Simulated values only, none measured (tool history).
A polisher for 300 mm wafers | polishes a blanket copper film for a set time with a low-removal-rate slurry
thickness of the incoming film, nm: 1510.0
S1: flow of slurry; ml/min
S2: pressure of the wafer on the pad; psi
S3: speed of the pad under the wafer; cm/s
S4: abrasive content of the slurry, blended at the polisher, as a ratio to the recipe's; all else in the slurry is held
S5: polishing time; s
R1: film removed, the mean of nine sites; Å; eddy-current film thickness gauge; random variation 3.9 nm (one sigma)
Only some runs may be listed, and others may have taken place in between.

Run 1, hour 0: S1 225 ml/min, S2 3.3 psi, S3 102 cm/s, S4 1, S5 92 s. Result: R1 3133.9 Å.
Run 2, hour 5.7: S1 225 ml/min, S2 3.4 psi, S3 102 cm/s, S4 1, S5 92 s. Result: R1 3257.6 Å.
Run 3, hour 11.7: S1 225 ml/min, S2 3.4 psi, S3 102 cm/s, S4 1.2, S5 92 s. Result: R1 3482.3 Å.
Run 4, hour 20.1: S1 225 ml/min, S2 3.5 psi, S3 102 cm/s, S4 1.2, S5 92 s. Result: R1 3426.8 Å.
Run 5, hour 28.9: S1 225 ml/min, S2 3.5 psi, S3 86 cm/s, S4 1.2, S5 92 s. Result: R1 2999.6 Å.
Run 6, hour 29.9: S1 225 ml/min, S2 3.5 psi, S3 86 cm/s, S4 1.3, S5 92 s. Result: R1 3026.4 Å.
Run 7, hour 36.5: S1 225 ml/min, S2 3.7 psi, S3 86 cm/s, S4 1.3, S5 92 s. Result: R1 3224.2 Å.
Run 8, hour 37.8: S1 225 ml/min, S2 3.8 psi, S3 86 cm/s, S4 1.3, S5 92 s. Result: R1 3306.4 Å.
Run 9, hour 43.2: S1 225 ml/min, S2 3.9 psi, S3 86 cm/s, S4 1.3, S5 92 s. Result: R1 3357 Å.
Run 10, hour 48.9: S1 225 ml/min, S2 4 psi, S3 86 cm/s, S4 1.3, S5 92 s. Result: R1 3419.1 Å.
Run 11, hour 52.6: S1 225 ml/min, S2 4.1 psi, S3 86 cm/s, S4 1.3, S5 92 s. Result: R1 3519.7 Å.

Estimate the outcome of run 12 from the log above:
Run 12, hour 56.5: S1 225 ml/min, S2 4.2 psi, S3 86 cm/s, S4 1.3, S5 92 s. Result: R1 ?.

{"run 12": {"R1": 3654.6}}
